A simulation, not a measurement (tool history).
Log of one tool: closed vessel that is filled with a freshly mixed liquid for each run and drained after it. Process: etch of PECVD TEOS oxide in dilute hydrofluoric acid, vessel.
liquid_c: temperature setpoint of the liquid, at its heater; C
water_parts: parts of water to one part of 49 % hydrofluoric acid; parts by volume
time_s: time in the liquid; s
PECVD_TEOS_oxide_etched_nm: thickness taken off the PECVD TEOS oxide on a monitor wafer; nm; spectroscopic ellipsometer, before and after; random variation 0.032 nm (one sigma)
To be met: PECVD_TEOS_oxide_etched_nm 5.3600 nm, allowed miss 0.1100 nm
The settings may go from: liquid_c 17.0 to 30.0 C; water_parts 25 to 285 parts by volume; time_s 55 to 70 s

run 1 hour=0.0 | liquid_c=22.0 water_parts=155 time_s=70 | PECVD_TEOS_oxide_etched_nm=3.1649
run 2 hour=6.6 | liquid_c=23.0 water_parts=150 time_s=70 | PECVD_TEOS_oxide_etched_nm=3.4097
run 3 hour=12.9 | liquid_c=23.5 water_parts=145 time_s=70 | PECVD_TEOS_oxide_etched_nm=3.6393
run 4 hour=14.2 | liquid_c=23.5 water_parts=200 time_s=70 | PECVD_TEOS_oxide_etched_nm=2.4279
run 5 hour=22.3 | liquid_c=24.0 water_parts=190 time_s=70 | PECVD_TEOS_oxide_etched_nm=2.6316
run 6 hour=30.9 | liquid_c=24.0 water_parts=190 time_s=70 | PECVD_TEOS_oxide_etched_nm=2.6737
run 7 hour=37.1 | liquid_c=24.5 water_parts=185 time_s=70 | PECVD_TEOS_oxide_etched_nm=2.7918
run 8 hour=41.8 | liquid_c=25.0 water_parts=180 time_s=70 | PECVD_TEOS_oxide_etched_nm=2.9365
run 9 hour=44.9 | liquid_c=25.5 water_parts=175 time_s=70 | PECVD_TEOS_oxide_etched_nm=3.1012
run 10 hour=53.6 | liquid_c=26.0 water_parts=170 time_s=70 | PECVD_TEOS_oxide_etched_nm=3.2746
run 11 hour=55.9 | liquid_c=26.5 water_parts=165 time_s=70 | PECVD_TEOS_oxide_etched_nm=3.5020
run 12 hour=57.9 | liquid_c=27.0 water_parts=160 time_s=70 | PECVD_TEOS_oxide_etched_nm=3.6643
run 13 hour=64.4 | liquid_c=27.5 water_parts=155 time_s=70 | PECVD_TEOS_oxide_etched_nm=3.8588
run 14 hour=67.4 | liquid_c=27.5 water_parts=150 time_s=70 | PECVD_TEOS_oxide_etched_nm=4.0668
run 15 hour=73.9 | liquid_c=27.5 water_parts=145 time_s=70 | PECVD_TEOS_oxide_etched_nm=4.1995
run 16 hour=75.3 | liquid_c=29.0 water_parts=130 time_s=70 | PECVD_TEOS_oxide_etched_nm=5.0720
run 17 hour=77.0 | liquid_c=29.5 water_parts=130 time_s=70 | PECVD_TEOS_oxide_etched_nm=5.1765
run 18 hour=79.6 | liquid_c=30.0 water_parts=130 time_s=70 | PECVD_TEOS_oxide_etched_nm=5.2491
run 19 hour=88.9 | liquid_c=30.0 water_parts=125 time_s=70 | PECVD_TEOS_oxide_etched_nm=5.5606

Which of these 4 next moves meets every target?
run A hour=98.2 | liquid_c=30.0 water_parts=120 time_s=70 | PECVD_TEOS_oxide_etched_nm=?
run B hour=98.2 | liquid_c=29.0 water_parts=115 time_s=65 | PECVD_TEOS_oxide_etched_nm=?
run C hour=98.2 | liquid_c=29.0 water_parts=120 time_s=70 | PECVD_TEOS_oxide_etched_nm=?
run D hour=98.2 | liquid_c=29.5 water_parts=120 time_s=70 | PECVD_TEOS_oxide_etched_nm=?

move=A PECVD_TEOS_oxide_etched_nm=5.7167
move=B PECVD_TEOS_oxide_etched_nm=5.3737
move=C PECVD_TEOS_oxide_etched_nm=5.5088
move=D PECVD_TEOS_oxide_etched_nm=5.6120
A: further off than the last run
B: meets every target
C: nearer than the last run, and not there yet
D: further off than the last run
Move B is the one to make.

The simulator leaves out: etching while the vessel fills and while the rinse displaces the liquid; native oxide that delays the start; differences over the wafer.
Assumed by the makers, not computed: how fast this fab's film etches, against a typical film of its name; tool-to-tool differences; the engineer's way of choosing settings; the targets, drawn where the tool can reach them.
